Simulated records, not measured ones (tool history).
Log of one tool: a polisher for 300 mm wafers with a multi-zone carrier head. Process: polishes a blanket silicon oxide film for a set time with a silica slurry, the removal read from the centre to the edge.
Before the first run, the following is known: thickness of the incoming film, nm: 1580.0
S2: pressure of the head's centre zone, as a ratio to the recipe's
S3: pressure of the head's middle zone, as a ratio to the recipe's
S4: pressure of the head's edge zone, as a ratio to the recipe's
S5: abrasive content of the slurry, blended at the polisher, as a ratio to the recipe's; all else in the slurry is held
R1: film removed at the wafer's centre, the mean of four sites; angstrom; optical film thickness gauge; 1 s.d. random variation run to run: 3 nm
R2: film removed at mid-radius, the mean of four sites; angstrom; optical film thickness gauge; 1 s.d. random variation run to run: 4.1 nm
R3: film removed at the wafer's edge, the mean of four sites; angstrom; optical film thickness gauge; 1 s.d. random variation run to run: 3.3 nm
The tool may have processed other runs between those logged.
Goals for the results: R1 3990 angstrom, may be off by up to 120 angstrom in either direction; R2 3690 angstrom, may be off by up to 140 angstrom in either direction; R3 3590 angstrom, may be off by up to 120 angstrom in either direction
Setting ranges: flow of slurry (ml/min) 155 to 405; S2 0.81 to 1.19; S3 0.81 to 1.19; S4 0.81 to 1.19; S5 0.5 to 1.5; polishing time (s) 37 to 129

{"run": 1, "day": 0.0, "flow of slurry (ml/min)": 260, "S2": 1, "S3": 1, "S4": 1, "S5": 1, "polishing time (s)": 83, "R1": 2423.7, "R2": 2412.7, "R3": 2419.3}
{"run": 2, "day": 0.338, "flow of slurry (ml/min)": 305, "S2": 1, "S3": 1, "S4": 1, "S5": 1, "polishing time (s)": 83, "R1": 2484.9, "R2": 2463.2, "R3": 2419.7}
{"run": 3, "day": 0.683, "flow of slurry (ml/min)": 305, "S2": 1, "S3": 1, "S4": 1, "S5": 0.8, "polishing time (s)": 83, "R1": 2187.8, "R2": 2188.6, "R3": 2182.7}
{"run": 4, "day": 0.917, "flow of slurry (ml/min)": 300, "S2": 1.02, "S3": 1.01, "S4": 1.02, "S5": 0.95, "polishing time (s)": 84, "R1": 2472.2, "R2": 2474.9, "R3": 2440.1}
{"run": 5, "day": 0.95, "flow of slurry (ml/min)": 305, "S2": 1.05, "S3": 1.01, "S4": 1.04, "S5": 1.05, "polishing time (s)": 84, "R1": 2666.3, "R2": 2579, "R3": 2573.8}
{"run": 6, "day": 1.288, "flow of slurry (ml/min)": 305, "S2": 1.05, "S3": 1.01, "S4": 1.04, "S5": 1.05, "polishing time (s)": 99, "R1": 3182.7, "R2": 3067.7, "R3": 3042.5}
{"run": 7, "day": 1.525, "flow of slurry (ml/min)": 305, "S2": 1.07, "S3": 1.02, "S4": 1.06, "S5": 1.1, "polishing time (s)": 99, "R1": 3307.3, "R2": 3122.4, "R3": 3107.2}
{"run": 8, "day": 1.846, "flow of slurry (ml/min)": 305, "S2": 1.07, "S3": 1.02, "S4": 1.06, "S5": 1.1, "polishing time (s)": 99, "R1": 3240.5, "R2": 3124.5, "R3": 3085}
{"run": 9, "day": 2.15, "flow of slurry (ml/min)": 310, "S2": 1.08, "S3": 1.02, "S4": 1.07, "S5": 1.15, "polishing time (s)": 99, "R1": 3382.2, "R2": 3173.1, "R3": 3179.4}
{"run": 10, "day": 2.362, "flow of slurry (ml/min)": 310, "S2": 1.08, "S3": 1.02, "S4": 1.07, "S5": 1.15, "polishing time (s)": 99, "R1": 3397.9, "R2": 3164.5, "R3": 3175.3}
{"run": 11, "day": 2.621, "flow of slurry (ml/min)": 310, "S2": 1.09, "S3": 1.03, "S4": 1.08, "S5": 1.2, "polishing time (s)": 99, "R1": 3464.1, "R2": 3318.4, "R3": 3271.4}
{"run": 12, "day": 2.792, "flow of slurry (ml/min)": 315, "S2": 1.11, "S3": 1.04, "S4": 1.09, "S5": 1.25, "polishing time (s)": 99, "R1": 3645.7, "R2": 3340.3, "R3": 3327.5}
{"run": 13, "day": 2.867, "flow of slurry (ml/min)": 315, "S2": 1.12, "S3": 1.05, "S4": 1.1, "S5": 1.3, "polishing time (s)": 99, "R1": 3688.9, "R2": 3478.2, "R3": 3410.7}
{"run": 14, "day": 3.029, "flow of slurry (ml/min)": 320, "S2": 1.13, "S3": 1.05, "S4": 1.11, "S5": 1.3, "polishing time (s)": 99, "R1": 3742.9, "R2": 3420.8, "R3": 3413.2}
{"run": 15, "day": 3.158, "flow of slurry (ml/min)": 320, "S2": 1.13, "S3": 1.06, "S4": 1.11, "S5": 1.3, "polishing time (s)": 99, "R1": 3764.1, "R2": 3482.4, "R3": 3427.1}
{"run": 16, "day": 3.254, "flow of slurry (ml/min)": 325, "S2": 1.13, "S3": 1.07, "S4": 1.12, "S5": 1.3, "polishing time (s)": 99, "R1": 3742.8, "R2": 3527.3, "R3": 3439.1}
{"run": 17, "day": 3.558, "flow of slurry (ml/min)": 330, "S2": 1.14, "S3": 1.07, "S4": 1.13, "S5": 1.3, "polishing time (s)": 99, "R1": 3818.4, "R2": 3578.5, "R3": 3464}
{"run": 18, "day": 3.629, "flow of slurry (ml/min)": 335, "S2": 1.14, "S3": 1.07, "S4": 1.14, "S5": 1.3, "polishing time (s)": 99, "R1": 3814, "R2": 3589.3, "R3": 3475.5}

5 candidate next runs follow, results not yet known. Just one meets every target within its allowed miss. Identify it.
{"run": "A", "day": 3.7, "flow of slurry (ml/min)": 370, "S2": 1.17, "S3": 1.09, "S4": 1.15, "S5": 1.3, "polishing time (s)": 100, "R1": "?", "R2": "?", "R3": "?"}
{"run": "B", "day": 3.7, "flow of slurry (ml/min)": 280, "S2": 1.09, "S3": 1.04, "S4": 1.19, "S5": 1.3, "polishing time (s)": 100, "R1": "?", "R2": "?", "R3": "?"}
{"run": "C", "day": 3.7, "flow of slurry (ml/min)": 365, "S2": 1.07, "S3": 1.03, "S4": 1.19, "S5": 1.25, "polishing time (s)": 100, "R1": "?", "R2": "?", "R3": "?"}
{"run": "D", "day": 3.7, "flow of slurry (ml/min)": 255, "S2": 1.02, "S3": 0.99, "S4": 1.15, "S5": 1.25, "polishing time (s)": 109, "R1": "?", "R2": "?", "R3": "?"}
{"run": "E", "day": 3.7, "flow of slurry (ml/min)": 400, "S2": 1.1, "S3": 1.08, "S4": 1.12, "S5": 1.2, "polishing time (s)": 103, "R1": "?", "R2": "?", "R3": "?"}

move=A R1=3950.4 R2=3610.2 R3=3590.6
move=B R1=3580 R2=3387 R3=3590.8
move=C R1=3546.8 R2=3382.9 R3=3596.3
move=D R1=3552.1 R2=3452.6 R3=3758.4
move=E R1=3720.8 R2=3589.4 R3=3544
A: meets every target
B: misses by more than the last run did
C: misses by more than the last run did
D: misses by more than the last run did
E: misses by more than the last run did
Move A is the one to make.

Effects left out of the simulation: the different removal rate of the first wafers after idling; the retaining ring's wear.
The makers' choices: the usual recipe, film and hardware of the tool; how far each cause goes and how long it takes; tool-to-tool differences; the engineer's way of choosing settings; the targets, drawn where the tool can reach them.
